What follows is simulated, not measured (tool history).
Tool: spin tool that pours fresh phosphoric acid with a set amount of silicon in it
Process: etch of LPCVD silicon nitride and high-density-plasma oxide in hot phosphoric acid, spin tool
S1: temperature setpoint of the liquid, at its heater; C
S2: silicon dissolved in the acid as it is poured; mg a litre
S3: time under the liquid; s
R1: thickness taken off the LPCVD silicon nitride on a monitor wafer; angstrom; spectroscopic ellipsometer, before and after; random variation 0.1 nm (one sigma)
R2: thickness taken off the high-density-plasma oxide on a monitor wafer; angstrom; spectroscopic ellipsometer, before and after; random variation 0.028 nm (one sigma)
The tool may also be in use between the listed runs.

| run | hour | S1 | S2 | S3 | R1 | R2 |
|---|---|---|---|---|---|---|
| 1 | 0 | 162 | 17 | 90 | 85.835 | 4.9663 |
| 2 | 5.8 | 163 | 18 | 95 | 94.321 | 5.267 |
| 3 | 12.7 | 163 | 11 | 95 | 93.748 | 6.4037 |
| 4 | 18.3 | 163.5 | 12.5 | 95 | 94.441 | 5.854 |
| 5 | 23.2 | 163.5 | 12.5 | 80 | 79.495 | 4.9336 |
| 6 | 30.4 | 162.5 | 12.5 | 80 | 77.225 | 4.9301 |
| 7 | 36.2 | 165 | 14 | 105 | 110.63 | 7.2631 |

Run 8 comes next. What will it give?
|  | 39 | dissolved silicon flow meter replaced |
| 8 | 39 | 165 | 14.5 | 105 | ? | ? |

R1: 110.65 angstrom
R2: 6.9238 angstrom
